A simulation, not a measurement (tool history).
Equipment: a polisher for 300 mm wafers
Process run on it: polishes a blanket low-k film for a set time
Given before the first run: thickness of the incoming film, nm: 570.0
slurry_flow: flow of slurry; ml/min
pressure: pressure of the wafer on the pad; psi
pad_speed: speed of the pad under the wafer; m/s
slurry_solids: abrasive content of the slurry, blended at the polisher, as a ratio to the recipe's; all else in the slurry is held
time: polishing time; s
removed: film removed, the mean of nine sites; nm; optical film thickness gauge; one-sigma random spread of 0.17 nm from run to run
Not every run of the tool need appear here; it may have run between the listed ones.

| run | hour | slurry_flow | pressure | pad_speed | slurry_solids | time | removed |
|---|---|---|---|---|---|---|---|
| 1 | 0 | 165 | 2.2 | 0.78 | 1 | 73 | 25.994 |
| 2 | 4.9 | 165 | 2.2 | 0.78 | 1 | 73 | 25.815 |
| 3 | 13.1 | 160 | 2.1 | 0.78 | 1 | 73 | 24.968 |
| 4 | 21 | 160 | 1.5 | 0.78 | 1 | 73 | 18.712 |
| 5 | 23.4 | 120 | 1.5 | 0.78 | 1 | 73 | 17.81 |
| 6 | 28.1 | 120 | 1.8 | 0.78 | 1 | 73 | 20.594 |
| 7 | 28.7 | 130 | 1.8 | 0.78 | 1 | 73 | 21.051 |
| 8 | 31.9 | 135 | 1.8 | 0.78 | 1 | 73 | 20.969 |

Run 9 comes next. What will it give?
| 9 | 33.1 | 160 | 2 | 0.78 | 1 | 73 | ? |

removed: 23.905 nm
